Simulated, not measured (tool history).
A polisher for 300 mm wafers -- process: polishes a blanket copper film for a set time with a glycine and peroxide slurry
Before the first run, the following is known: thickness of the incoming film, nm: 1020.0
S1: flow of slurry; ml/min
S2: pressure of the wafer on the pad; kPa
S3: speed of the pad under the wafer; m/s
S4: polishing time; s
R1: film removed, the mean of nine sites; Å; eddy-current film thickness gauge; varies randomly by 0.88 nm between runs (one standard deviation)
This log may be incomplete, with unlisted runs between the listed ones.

{"run": 1, "day": 0.0, "S1": 190, "S2": 20, "S3": 1.06, "S4": 27, "R1": 1897.9}
{"run": 2, "day": 0.371, "S1": 190, "S2": 20, "S3": 1.26, "S4": 27, "R1": 2143.3}
{"run": 3, "day": 0.621, "S1": 185, "S2": 17.9, "S3": 1.22, "S4": 27, "R1": 1901.3}
{"run": 4, "day": 0.658, "S1": 185, "S2": 20, "S3": 1.22, "S4": 27, "R1": 2061}
{"run": 5, "day": 0.946, "S1": 210, "S2": 20, "S3": 1.22, "S4": 27, "R1": 2127.3}
{"run": 6, "day": 1.079, "S1": 210, "S2": 20, "S3": 1.22, "S4": 27, "R1": 2083.3}
{"run": 7, "day": 1.321, "S1": 180, "S2": 14.5, "S3": 1.1, "S4": 27, "R1": 1483.8}

Run 8 comes next. What will it give?
{"run": 8, "day": 1.417, "S1": 165, "S2": 9, "S3": 1.08, "S4": 27, "R1": "?"}

R1: 994.36 Å
